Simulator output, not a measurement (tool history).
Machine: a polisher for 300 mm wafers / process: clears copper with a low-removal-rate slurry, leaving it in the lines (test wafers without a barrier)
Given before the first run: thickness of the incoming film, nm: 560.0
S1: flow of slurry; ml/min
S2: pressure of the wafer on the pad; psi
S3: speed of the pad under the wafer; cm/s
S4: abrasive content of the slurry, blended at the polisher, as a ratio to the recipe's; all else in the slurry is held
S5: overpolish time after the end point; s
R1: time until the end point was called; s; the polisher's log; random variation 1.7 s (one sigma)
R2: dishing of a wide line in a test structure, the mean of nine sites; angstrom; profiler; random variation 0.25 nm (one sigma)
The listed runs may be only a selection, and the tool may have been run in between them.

run 1 day=0.000 | S1=150 S2=3.9 S3=130 S4=1.00 S5=21 | R1=96.412 R2=646.63
run 2 day=0.071 | S1=150 S2=3.9 S3=130 S4=1.10 S5=21 | R1=94.351 R2=648.14
run 3 day=0.317 | S1=150 S2=3.9 S3=130 S4=1.25 S5=21 | R1=92.445 R2=653.38
run 4 day=0.525 | S1=150 S2=3.9 S3=146 S4=1.25 S5=21 | R1=82.951 R2=717.74
-- day=0.846 worn pad replaced by a new one
run 5 day=0.846 | S1=150 S2=3.9 S3=178 S4=1.25 S5=21 | R1=64.693 R2=873.92
run 6 day=1.138 | S1=150 S2=3.9 S3=178 S4=1.25 S5=13 | R1=65.039 R2=592.75

For run 7, what comes out?
run 7 day=1.300 | S1=130 S2=2.8 S3=142 S4=1.20 S5=11 | R1=? R2=?

Run 7 came out at R1 114.180 s, R2 313.73 angstrom.

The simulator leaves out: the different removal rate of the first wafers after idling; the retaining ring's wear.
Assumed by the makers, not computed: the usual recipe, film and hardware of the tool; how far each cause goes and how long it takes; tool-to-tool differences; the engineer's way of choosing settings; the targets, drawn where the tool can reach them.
